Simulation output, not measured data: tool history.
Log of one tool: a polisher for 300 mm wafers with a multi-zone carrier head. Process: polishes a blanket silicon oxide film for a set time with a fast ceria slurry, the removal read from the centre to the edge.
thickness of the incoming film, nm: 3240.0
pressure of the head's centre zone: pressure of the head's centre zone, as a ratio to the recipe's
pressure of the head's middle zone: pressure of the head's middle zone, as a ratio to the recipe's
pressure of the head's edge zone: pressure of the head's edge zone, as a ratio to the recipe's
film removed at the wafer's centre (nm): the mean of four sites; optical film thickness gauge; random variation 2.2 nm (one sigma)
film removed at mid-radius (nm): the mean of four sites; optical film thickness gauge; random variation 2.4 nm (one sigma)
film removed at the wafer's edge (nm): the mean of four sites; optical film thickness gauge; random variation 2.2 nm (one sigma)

run,day,flow of slurry (ml/min),pressure of the head's centre zone,pressure of the head's middle zone,pressure of the head's edge zone,polishing time (s),film removed at the wafer's centre (nm),film removed at mid-radius (nm),film removed at the wafer's edge (nm)
1,0.000,215,1.00,1.00,1.00,35,425.62,431.07,435.50
2,0.308,215,1.00,0.93,1.00,35,424.39,404.10,433.94
3,0.662,215,1.00,0.93,0.92,35,420.14,398.50,419.40
4,0.950,215,0.95,0.93,0.92,35,411.21,400.20,418.58
5,1.188,200,0.93,0.91,0.92,34,383.45,384.14,404.98
6,1.312,195,0.94,0.89,0.94,33,375.11,358.34,399.88
7,1.479,140,0.89,0.81,0.87,30,303.85,292.05,335.58
8,1.567,150,0.90,0.81,0.88,30,311.36,290.13,340.51
9,1.817,160,0.90,0.81,0.89,30,314.26,291.98,343.63
10,1.883,165,0.90,0.81,0.90,30,317.64,293.05,346.93

Forecast run 11:
11,1.958,165,0.90,0.81,0.90,30,?,?,?

film removed at the wafer's centre (nm): 316.78
film removed at mid-radius (nm): 295.12
film removed at the wafer's edge (nm): 347.92
